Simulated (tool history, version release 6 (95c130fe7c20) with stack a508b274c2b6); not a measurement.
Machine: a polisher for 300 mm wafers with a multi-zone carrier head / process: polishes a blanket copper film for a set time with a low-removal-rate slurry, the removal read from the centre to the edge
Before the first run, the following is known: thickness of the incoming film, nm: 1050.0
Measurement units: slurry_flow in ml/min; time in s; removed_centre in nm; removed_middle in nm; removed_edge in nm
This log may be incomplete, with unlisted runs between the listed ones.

run 1 hour=0 | slurry_flow=235 centre_zone=1 middle_zone=1 edge_zone=1 slurry_solids=1 time=34 | removed_centre=94.58 removed_middle=95.618 removed_edge=97.318
run 2 hour=6.7 | slurry_flow=235 centre_zone=1.03 middle_zone=1 edge_zone=1 slurry_solids=1 time=34 | removed_centre=97.677 removed_middle=96.157 removed_edge=95.828
run 3 hour=13.1 | slurry_flow=235 centre_zone=1.03 middle_zone=1 edge_zone=0.99 slurry_solids=0.9 time=33 | removed_centre=92.589 removed_middle=88.733 removed_edge=91.267
run 4 hour=14.2 | slurry_flow=235 centre_zone=1.03 middle_zone=1 edge_zone=1.05 slurry_solids=0.9 time=33 | removed_centre=94.04 removed_middle=91.682 removed_edge=91.913
run 5 hour=19.8 | slurry_flow=235 centre_zone=1.03 middle_zone=1.01 edge_zone=1.05 slurry_solids=0.85 time=32 | removed_centre=90.683 removed_middle=87.273 removed_edge=88.441
run 6 hour=24.6 | slurry_flow=235 centre_zone=1.03 middle_zone=1.01 edge_zone=1.05 slurry_solids=0.9 time=32 | removed_centre=88.947 removed_middle=88.162 removed_edge=90.085
run 7 hour=31.5 | slurry_flow=235 centre_zone=1.03 middle_zone=1.03 edge_zone=1.03 slurry_solids=0.85 time=31 | removed_centre=85.464 removed_middle=83.564 removed_edge=85.185
run 8 hour=32.5 | slurry_flow=240 centre_zone=1.04 middle_zone=1.06 edge_zone=1.03 slurry_solids=0.8 time=30 | removed_centre=84.243 removed_middle=85.36 removed_edge=82.672
run 9 hour=37 | slurry_flow=240 centre_zone=1.04 middle_zone=1.07 edge_zone=1.02 slurry_solids=0.75 time=29 | removed_centre=81.138 removed_middle=82.076 removed_edge=76.466

What will run 10 give?
run 10 hour=46 | slurry_flow=240 centre_zone=1.04 middle_zone=1.07 edge_zone=1.02 slurry_solids=0.75 time=29 | removed_centre=? removed_middle=? removed_edge=?

{"run 10": {"removed_centre": 79.61, "removed_middle": 80.238, "removed_edge": 78.014}}

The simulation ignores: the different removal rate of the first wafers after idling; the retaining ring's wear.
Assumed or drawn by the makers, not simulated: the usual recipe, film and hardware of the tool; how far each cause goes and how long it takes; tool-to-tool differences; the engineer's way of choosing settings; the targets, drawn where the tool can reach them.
